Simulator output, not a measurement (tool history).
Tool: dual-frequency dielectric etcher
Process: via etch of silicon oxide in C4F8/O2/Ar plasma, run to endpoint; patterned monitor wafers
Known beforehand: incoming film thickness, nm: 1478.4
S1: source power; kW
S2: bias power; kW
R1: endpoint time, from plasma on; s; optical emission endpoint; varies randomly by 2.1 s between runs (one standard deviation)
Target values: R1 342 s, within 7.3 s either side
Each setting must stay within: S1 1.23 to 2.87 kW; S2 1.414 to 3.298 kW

run    day    S1     S2      R1
  1      0  2.05  2.356  300.88
  2   0.35  1.97  2.332  308.68
  3  0.617  1.97  2.697  294.01
  4  0.854  1.97  2.535  297.93
  5  1.162  1.67  2.535  308.55
  6  1.471  1.62  2.465  313.14
  7  1.833  1.57  2.405   319.5
  8   1.95  1.53  2.369  327.19
  9   2.15   1.5  2.359  329.18
     2.308  -- bias power generator calibrated
 10  2.308  1.47  2.351  321.77
 11  2.583  1.44  2.303  329.67

Which of these 4 next moves meets every target?
  A  2.858  1.35  2.614   ?
  B  2.858  1.93  1.982   ?
  C  2.858   1.5  2.007   ?
  D  2.858  1.31   2.42   ?

move      R1
   A  315.48
   B  318.64
   C  337.91
   D  326.42
A: moves away from the targets compared with the last run
B: moves away from the targets compared with the last run
C: every result lands within tolerance
D: moves away from the targets compared with the last run
C is the move that brings every result within its allowed miss.

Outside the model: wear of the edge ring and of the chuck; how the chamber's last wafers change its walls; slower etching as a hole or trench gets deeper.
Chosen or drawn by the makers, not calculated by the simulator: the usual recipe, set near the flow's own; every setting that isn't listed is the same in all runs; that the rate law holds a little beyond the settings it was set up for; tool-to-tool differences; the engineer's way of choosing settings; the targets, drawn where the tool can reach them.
